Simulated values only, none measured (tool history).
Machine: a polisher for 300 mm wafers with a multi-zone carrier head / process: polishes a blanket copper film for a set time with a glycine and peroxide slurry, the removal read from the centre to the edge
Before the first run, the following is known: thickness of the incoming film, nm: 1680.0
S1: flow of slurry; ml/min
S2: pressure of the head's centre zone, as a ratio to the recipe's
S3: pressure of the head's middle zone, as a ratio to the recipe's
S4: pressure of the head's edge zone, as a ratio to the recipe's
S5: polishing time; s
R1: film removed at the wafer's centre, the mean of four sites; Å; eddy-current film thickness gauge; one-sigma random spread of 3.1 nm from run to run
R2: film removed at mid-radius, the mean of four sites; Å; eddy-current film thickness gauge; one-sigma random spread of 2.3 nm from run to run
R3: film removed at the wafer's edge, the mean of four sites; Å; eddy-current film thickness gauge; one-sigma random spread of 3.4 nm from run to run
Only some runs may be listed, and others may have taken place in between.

run	day	S1	S2	S3	S4	S5	R1	R2	R3
1	0.000	255	1.00	1.00	1.00	68	3609.2	3740.9	3633.6
2	0.033	200	1.00	1.00	1.00	68	3478.7	3632.7	3569.6
3	0.204	200	1.00	0.98	0.98	67	3471.3	3431.3	3535.9
4	0.525	240	1.00	0.98	0.98	67	3524.9	3592.1	3555.5
5	0.575	240	1.00	0.98	0.98	74	3878.7	3960.4	3897.3
6	0.804	240	0.97	0.98	0.98	74	3763.0	3990.1	3961.3
7	0.833	215	0.99	0.88	0.88	57	2947.8	2725.7	2850.1
8	1.175	225	0.99	0.88	0.89	57	2957.3	2717.6	2871.6
9	1.262	235	0.99	0.89	0.90	57	2989.9	2808.3	2922.4

Run 10 comes next. What will it give?
10	1.588	240	0.99	0.89	0.90	57	?	?	?

Run 10 measured R1 2960.3 Å, R2 2803.5 Å, R3 2911.4 Å.
